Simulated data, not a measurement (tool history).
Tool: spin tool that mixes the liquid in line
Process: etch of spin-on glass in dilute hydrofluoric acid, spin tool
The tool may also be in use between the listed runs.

run	day	temperature setpoint of the liquid (°C)	parts of water to one part of 49 % hydrofluoric acid (parts by volume)	time under the liquid (s)	thickness taken off the spin-on glass on a monitor wafer (nm)
1	0	21	225	60	7.1885
2	0.142	24	225	60	8.0797
3	0.208	25.5	220	60	8.7351
4	0.442	25.5	220	65	9.5486
5	0.55	25.5	270	65	7.3838
6	0.854	25.5	305	65	6.2553
7	1	25.5	305	65	6.2627
8	1.179	26.5	275	65	7.4777
9	1.438	27.5	255	65	8.4723
10	1.729	28	240	65	9.3745
11	1.758	28.5	235	65	9.8047
12	2.129	28.5	230	65	10.012
13	2.479	28.5	230	65	9.965

For run 14, what comes out?
14	2.617	28.5	225	65	?

thickness taken off the spin-on glass on a monitor wafer (nm): 10.244
